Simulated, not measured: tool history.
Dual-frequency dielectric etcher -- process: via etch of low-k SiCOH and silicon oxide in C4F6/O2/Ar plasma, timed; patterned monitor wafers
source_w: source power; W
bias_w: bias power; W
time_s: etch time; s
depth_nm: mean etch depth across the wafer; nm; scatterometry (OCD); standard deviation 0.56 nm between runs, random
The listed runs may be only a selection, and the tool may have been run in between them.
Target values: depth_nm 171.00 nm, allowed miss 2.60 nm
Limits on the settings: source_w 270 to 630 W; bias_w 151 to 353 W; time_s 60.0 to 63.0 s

Run 1, hour 0.0: source_w 450 W, bias_w 252 W, time_s 60.0 s. Result: depth_nm 156.96 nm.
Run 2, hour 2.1: source_w 480 W, bias_w 254 W, time_s 60.0 s. Result: depth_nm 160.69 nm.
Run 3, hour 5.0: source_w 440 W, bias_w 254 W, time_s 60.0 s. Result: depth_nm 155.59 nm.
Run 4, hour 7.8: source_w 490 W, bias_w 254 W, time_s 60.0 s. Result: depth_nm 161.08 nm.
Run 5, hour 9.1: source_w 510 W, bias_w 256 W, time_s 60.0 s. Result: depth_nm 163.97 nm.
Run 6, hour 10.4: source_w 520 W, bias_w 257 W, time_s 60.0 s. Result: depth_nm 165.28 nm.
Run 7, hour 12.6: source_w 530 W, bias_w 258 W, time_s 60.0 s. Result: depth_nm 168.03 nm.
Run 8, hour 20.2: source_w 540 W, bias_w 258 W, time_s 60.0 s. Result: depth_nm 167.64 nm.

Exactly one of the 4 candidate moves below puts every result within its allowed miss. Which one?
Run A, hour 27.8: source_w 490 W, bias_w 262 W, time_s 60.5 s. Result: depth_nm ?.
Run B, hour 27.8: source_w 530 W, bias_w 280 W, time_s 62.5 s. Result: depth_nm ?.
Run C, hour 27.8: source_w 580 W, bias_w 220 W, time_s 60.0 s. Result: depth_nm ?.
Run D, hour 27.8: source_w 490 W, bias_w 282 W, time_s 61.0 s. Result: depth_nm ?.

move  depth_nm
   A    163.55
   B    178.03
   C    161.47
   D    169.51
A: its largest miss is bigger than the last run's
B: takes the biggest miss from the last run beyond its target
C: its largest miss is bigger than the last run's
D: each result inside its tolerance
D is the move that brings every result within its allowed miss.
